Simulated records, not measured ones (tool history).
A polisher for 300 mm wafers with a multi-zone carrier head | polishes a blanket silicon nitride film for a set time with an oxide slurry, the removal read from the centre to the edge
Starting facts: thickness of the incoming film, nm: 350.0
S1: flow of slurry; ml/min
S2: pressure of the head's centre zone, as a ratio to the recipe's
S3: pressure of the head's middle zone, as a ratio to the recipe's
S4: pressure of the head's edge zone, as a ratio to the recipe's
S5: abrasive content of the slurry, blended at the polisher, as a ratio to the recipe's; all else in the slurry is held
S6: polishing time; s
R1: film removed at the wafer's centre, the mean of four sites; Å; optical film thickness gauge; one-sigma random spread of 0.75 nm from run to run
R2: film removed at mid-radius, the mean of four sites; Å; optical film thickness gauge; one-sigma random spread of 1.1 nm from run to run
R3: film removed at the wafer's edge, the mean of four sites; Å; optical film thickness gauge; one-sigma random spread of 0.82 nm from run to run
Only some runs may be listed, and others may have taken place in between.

run  hour   S1    S2    S3    S4    S5  S6      R1      R2      R3
  1     0  210     1     1     1     1  69  502.01  492.76  513.81
  2     6  210     1     1     1     1  81  584.56  597.94  605.51
  3  14.5  215  1.01  1.02  1.03  1.05  81  607.65  609.18  638.02
  4  17.6  180  1.01  1.02  1.03  1.05  81  594.36  599.51  615.95
  5  23.1  195  1.02  1.05  1.04   1.1  81  640.31  629.95   643.4
  6  29.6  205  1.01  1.08  1.05   1.1  81  622.33  672.92  640.07

Run 7 has not been measured yet. What should we expect?
  7    35  215  1.02  1.09  1.07  1.1  81   ?   ?   ?

R1: 629.29 Å
R2: 685.11 Å
R3: 660.97 Å

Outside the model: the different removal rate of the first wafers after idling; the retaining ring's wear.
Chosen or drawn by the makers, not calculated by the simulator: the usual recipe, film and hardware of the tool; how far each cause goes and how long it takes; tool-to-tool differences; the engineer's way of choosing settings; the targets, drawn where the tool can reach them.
